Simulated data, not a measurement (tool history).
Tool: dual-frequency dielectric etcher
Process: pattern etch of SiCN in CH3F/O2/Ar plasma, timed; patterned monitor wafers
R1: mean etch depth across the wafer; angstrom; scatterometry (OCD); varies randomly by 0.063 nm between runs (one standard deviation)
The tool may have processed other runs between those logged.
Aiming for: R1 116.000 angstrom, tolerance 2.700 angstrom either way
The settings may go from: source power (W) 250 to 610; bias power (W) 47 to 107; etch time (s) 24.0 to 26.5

run 1 hour=0.0 | source_power_(W)=430 bias_power_(W)=77 etch_time_(s)=26.5 | R1=104.340
run 2 hour=6.1 | source_power_(W)=430 bias_power_(W)=77 etch_time_(s)=26.5 | R1=103.550
run 3 hour=11.0 | source_power_(W)=460 bias_power_(W)=79 etch_time_(s)=26.5 | R1=107.690
run 4 hour=11.7 | source_power_(W)=460 bias_power_(W)=79 etch_time_(s)=24.0 | R1=97.292
run 5 hour=16.6 | source_power_(W)=410 bias_power_(W)=79 etch_time_(s)=24.0 | R1=92.726
run 6 hour=21.5 | source_power_(W)=360 bias_power_(W)=79 etch_time_(s)=24.0 | R1=88.332
run 7 hour=30.1 | source_power_(W)=420 bias_power_(W)=82 etch_time_(s)=24.0 | R1=95.680
run 8 hour=31.7 | source_power_(W)=470 bias_power_(W)=84 etch_time_(s)=24.0 | R1=101.640
run 9 hour=39.8 | source_power_(W)=500 bias_power_(W)=85 etch_time_(s)=24.0 | R1=103.080
run 10 hour=41.3 | source_power_(W)=530 bias_power_(W)=87 etch_time_(s)=24.5 | R1=108.890
run 11 hour=45.5 | source_power_(W)=550 bias_power_(W)=88 etch_time_(s)=24.5 | R1=111.430
run 12 hour=50.2 | source_power_(W)=560 bias_power_(W)=89 etch_time_(s)=24.5 | R1=112.240

Below are 5 possible settings for the next run. Only one of them brings all results inside the allowed miss of their targets. Which is it?
run A hour=54.9 | source_power_(W)=580 bias_power_(W)=77 etch_time_(s)=25.0 | R1=?
run B hour=54.9 | source_power_(W)=560 bias_power_(W)=91 etch_time_(s)=24.0 | R1=?
run C hour=54.9 | source_power_(W)=570 bias_power_(W)=82 etch_time_(s)=24.0 | R1=?
run D hour=54.9 | source_power_(W)=590 bias_power_(W)=81 etch_time_(s)=26.0 | R1=?
run E hour=54.9 | source_power_(W)=510 bias_power_(W)=88 etch_time_(s)=24.0 | R1=?

move=A R1=108.890
move=B R1=111.160
move=C R1=106.810
move=D R1=116.510
move=E R1=105.960
A: moves away from the targets compared with the last run
B: moves away from the targets compared with the last run
C: moves away from the targets compared with the last run
D: every result lands within tolerance
E: moves away from the targets compared with the last run
Go with D: it meets all targets.
